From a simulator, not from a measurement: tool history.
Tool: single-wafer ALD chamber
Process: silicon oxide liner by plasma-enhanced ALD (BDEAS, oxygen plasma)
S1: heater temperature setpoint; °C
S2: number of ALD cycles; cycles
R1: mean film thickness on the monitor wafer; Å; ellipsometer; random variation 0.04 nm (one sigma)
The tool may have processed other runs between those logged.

Run 1, day 0.000: S1 315 °C, S2 78 cycles. Result: R1 76.245 Å.
Run 2, day 0.192: S1 314 °C, S2 81 cycles. Result: R1 78.507 Å.
Run 3, day 0.554: S1 308 °C, S2 81 cycles. Result: R1 79.807 Å.
Run 4, day 0.892: S1 308 °C, S2 91 cycles. Result: R1 89.011 Å.
Run 5, day 1.154: S1 309 °C, S2 90 cycles. Result: R1 88.069 Å.
Run 6, day 1.479: S1 309 °C, S2 97 cycles. Result: R1 94.928 Å.

Run 7 is up next; what results do you expect?
Run 7, day 1.842: S1 311 °C, S2 95 cycles. Result: R1 ?.

R1: 92.970 Å
